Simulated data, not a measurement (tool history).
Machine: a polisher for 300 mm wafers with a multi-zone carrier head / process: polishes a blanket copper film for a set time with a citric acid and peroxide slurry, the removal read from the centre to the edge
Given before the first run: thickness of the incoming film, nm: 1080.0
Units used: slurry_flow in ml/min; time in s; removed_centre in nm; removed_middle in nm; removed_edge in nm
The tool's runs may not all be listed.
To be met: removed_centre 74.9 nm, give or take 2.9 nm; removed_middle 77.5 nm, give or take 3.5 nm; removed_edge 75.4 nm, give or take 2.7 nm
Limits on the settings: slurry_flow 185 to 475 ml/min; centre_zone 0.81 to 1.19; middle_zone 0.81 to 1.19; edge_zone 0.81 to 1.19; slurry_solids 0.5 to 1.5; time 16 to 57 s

Run 1, day 0: slurry_flow 305 ml/min, centre_zone 1, middle_zone 1, edge_zone 1, slurry_solids 1, time 36 s. Result: removed_centre 100.67 nm, removed_middle 99.599 nm, removed_edge 99.049 nm.
Run 2, day 0.333: slurry_flow 305 ml/min, centre_zone 0.98, middle_zone 0.99, edge_zone 0.98, slurry_solids 0.9, time 35 s. Result: removed_centre 91.125 nm, removed_middle 94.387 nm, removed_edge 91.936 nm.
Run 3, day 0.379: slurry_flow 305 ml/min, centre_zone 0.98, middle_zone 0.96, edge_zone 0.95, slurry_solids 0.8, time 35 s. Result: removed_centre 88.412 nm, removed_middle 89.379 nm, removed_edge 89.505 nm.
Run 4, day 0.608: slurry_flow 305 ml/min, centre_zone 0.98, middle_zone 0.93, edge_zone 0.95, slurry_solids 0.8, time 35 s. Result: removed_centre 88.16 nm, removed_middle 86.277 nm, removed_edge 87.11 nm.
Run 5, day 0.929: slurry_flow 305 ml/min, centre_zone 0.97, middle_zone 0.92, edge_zone 0.92, slurry_solids 0.75, time 35 s. Result: removed_centre 84.796 nm, removed_middle 82.643 nm, removed_edge 86.549 nm.
Run 6, day 1.025: slurry_flow 305 ml/min, centre_zone 0.98, middle_zone 0.94, edge_zone 0.91, slurry_solids 0.7, time 34 s. Result: removed_centre 83.157 nm, removed_middle 79.71 nm, removed_edge 80.946 nm.
Run 7, day 1.229: slurry_flow 305 ml/min, centre_zone 0.97, middle_zone 0.95, edge_zone 0.89, slurry_solids 0.7, time 34 s. Result: removed_centre 82.137 nm, removed_middle 82.219 nm, removed_edge 79.32 nm.
Run 8, day 1.467: slurry_flow 300 ml/min, centre_zone 0.96, middle_zone 0.94, edge_zone 0.88, slurry_solids 0.7, time 34 s. Result: removed_centre 79.497 nm, removed_middle 81.299 nm, removed_edge 79.237 nm.
Run 9, day 1.508: slurry_flow 295 ml/min, centre_zone 0.96, middle_zone 0.93, edge_zone 0.87, slurry_solids 0.7, time 34 s. Result: removed_centre 80.962 nm, removed_middle 80.124 nm, removed_edge 79.092 nm.
Run 10, day 1.675: slurry_flow 290 ml/min, centre_zone 0.9, middle_zone 0.93, edge_zone 0.83, slurry_solids 0.55, time 34 s. Result: removed_centre 68.402 nm, removed_middle 74.653 nm, removed_edge 72.845 nm.
Run 11, day 1.717: slurry_flow 290 ml/min, centre_zone 0.9, middle_zone 0.93, edge_zone 0.83, slurry_solids 0.55, time 34 s. Result: removed_centre 70.061 nm, removed_middle 74.722 nm, removed_edge 71.987 nm.
Run 12, day 1.875: slurry_flow 295 ml/min, centre_zone 0.91, middle_zone 0.93, edge_zone 0.84, slurry_solids 0.55, time 34 s. Result: removed_centre 69.449 nm, removed_middle 75.066 nm, removed_edge 73.445 nm.
Run 13, day 2.2: slurry_flow 295 ml/min, centre_zone 0.92, middle_zone 0.93, edge_zone 0.85, slurry_solids 0.55, time 34 s. Result: removed_centre 71.844 nm, removed_middle 73.801 nm, removed_edge 73.884 nm.
Run 14, day 2.575: slurry_flow 295 ml/min, centre_zone 0.92, middle_zone 0.94, edge_zone 0.85, slurry_solids 0.55, time 34 s. Result: removed_centre 72.677 nm, removed_middle 75.85 nm, removed_edge 73.39 nm.

5 next moves are on the table. One of them brings every result within its allowed miss. Which?
Run A, day 2.95: slurry_flow 260 ml/min, centre_zone 0.97, middle_zone 0.98, edge_zone 0.92, slurry_solids 0.65, time 32 s. Result: removed_centre ?, removed_middle ?, removed_edge ?.
Run B, day 2.95: slurry_flow 210 ml/min, centre_zone 0.89, middle_zone 0.98, edge_zone 0.88, slurry_solids 0.6, time 34 s. Result: removed_centre ?, removed_middle ?, removed_edge ?.
Run C, day 2.95: slurry_flow 280 ml/min, centre_zone 0.89, middle_zone 0.85, edge_zone 0.89, slurry_solids 0.5, time 36 s. Result: removed_centre ?, removed_middle ?, removed_edge ?.
Run D, day 2.95: slurry_flow 335 ml/min, centre_zone 0.98, middle_zone 1.03, edge_zone 0.81, slurry_solids 0.6, time 32 s. Result: removed_centre ?, removed_middle ?, removed_edge ?.
Run E, day 2.95: slurry_flow 280 ml/min, centre_zone 1.04, middle_zone 0.9, edge_zone 0.83, slurry_solids 0.5, time 35 s. Result: removed_centre ?, removed_middle ?, removed_edge ?.

move  removed_centre  removed_middle  removed_edge
   A          74.468          77.112        73.894
   B          69.214          78.391        73.962
   C          71.467          71.752        76.201
   D           75.31          80.295        69.257
   E          81.322          73.079        71.749
A: in spec on every target
B: lands further from the targets than the last run did
C: lands further from the targets than the last run did
D: meets the target for the result that was furthest off, but another lies outside its allowed miss
E: takes the result that was furthest off past its target
The move that meets every target is A.

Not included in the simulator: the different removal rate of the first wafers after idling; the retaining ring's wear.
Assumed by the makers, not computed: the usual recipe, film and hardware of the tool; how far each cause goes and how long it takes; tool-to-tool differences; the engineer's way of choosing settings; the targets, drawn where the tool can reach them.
